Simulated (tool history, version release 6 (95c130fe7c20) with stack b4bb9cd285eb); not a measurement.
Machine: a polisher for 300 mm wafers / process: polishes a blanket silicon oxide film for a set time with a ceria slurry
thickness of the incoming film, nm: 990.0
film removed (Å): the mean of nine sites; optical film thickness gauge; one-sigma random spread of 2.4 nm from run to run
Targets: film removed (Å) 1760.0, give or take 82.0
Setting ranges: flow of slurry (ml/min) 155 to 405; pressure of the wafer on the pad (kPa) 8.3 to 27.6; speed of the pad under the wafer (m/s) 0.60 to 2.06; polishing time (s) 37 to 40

run  hour  flow of slurry (ml/min)  pressure of the wafer on the pad (kPa)  speed of the pad under the wafer (m/s)  polishing time (s)  film removed (Å)
  1   0.0                      260                                    17.9                                    1.32                  40            2188.7
  2   5.3                      230                                    17.9                                    1.32                  40            2143.4
  3   9.5                      230                                    15.2                                    1.32                  40            1907.1
  4  14.2                      230                                    11.0                                    1.32                  40            1514.2
  5  17.7                      230                                     9.7                                    1.32                  40            1409.1
  6  26.4                      265                                     9.7                                    1.32                  40            1389.1
  7  30.6                      265                                     9.7                                    1.32                  40            1399.0
  8  34.0                      265                                    10.3                                    1.32                  40            1476.0
  9  41.9                      265                                    10.3                                    1.32                  40            1488.8

5 candidate next runs follow, results not yet known. Just one meets every target within its allowed miss. Identify it.
  A  49.8                      305                                    11.7                                    1.54                  40                 ?
  B  49.8                      225                                    15.2                                    1.30                  40                 ?
  C  49.8                      260                                    13.1                                    1.50                  40                 ?
  D  49.8                      345                                    13.1                                    1.48                  40                 ?
  E  49.8                      275                                    11.7                                    1.54                  38                 ?

move  film removed (Å)
   A            1881.1
   B            1883.7
   C            1963.0
   D            1981.8
   E            1772.0
A: takes the result that was furthest off past its target
B: takes the result that was furthest off past its target
C: takes the result that was furthest off past its target
D: takes the result that was furthest off past its target
E: hits every target within its allowed miss
Go with E: it meets all targets.
